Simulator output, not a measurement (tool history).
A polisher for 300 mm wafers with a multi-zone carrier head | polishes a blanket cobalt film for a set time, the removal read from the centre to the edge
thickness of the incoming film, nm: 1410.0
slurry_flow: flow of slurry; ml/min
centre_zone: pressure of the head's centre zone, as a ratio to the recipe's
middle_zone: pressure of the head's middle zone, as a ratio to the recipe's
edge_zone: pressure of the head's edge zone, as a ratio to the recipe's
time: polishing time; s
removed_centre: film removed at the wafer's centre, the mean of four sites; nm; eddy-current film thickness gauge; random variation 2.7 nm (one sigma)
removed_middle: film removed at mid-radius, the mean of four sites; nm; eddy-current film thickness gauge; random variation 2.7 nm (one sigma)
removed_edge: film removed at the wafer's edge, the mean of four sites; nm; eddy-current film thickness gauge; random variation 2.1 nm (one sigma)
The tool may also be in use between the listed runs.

run  hour  slurry_flow  centre_zone  middle_zone  edge_zone  time  removed_centre  removed_middle  removed_edge
  1     0          240            1            1          1    65          210.72          215.05        215.29
  2   6.5          245         1.01            1       1.02    67          223.06          220.96        223.54
  3   7.6          245         1.05            1       1.02    67          234.86           223.4        227.42
  4  13.9          245         0.99            1       1.02    67           217.1          227.21        227.68
  5  21.9          245         0.99            1       1.02    51          167.71          171.18        172.48
  6  29.9          245            1            1       1.03    54           179.8           180.6        180.41
  7  32.9          245            1            1       1.04    57          187.09           190.9        193.35
  8  40.8          245         1.01            1       1.05    59          196.65          196.33        200.85
  9  48.5          245         1.01         1.01       1.06    61           205.9           206.1         210.4
 10  55.9          245         1.01         1.02       1.07    63          208.42          214.12        217.95

Run 11 comes next. What will it give?
 11  60.1          245         1.02         1.03       1.08    64               ?               ?             ?

removed_centre: 218.71 nm
removed_middle: 216.76 nm
removed_edge: 218.11 nm
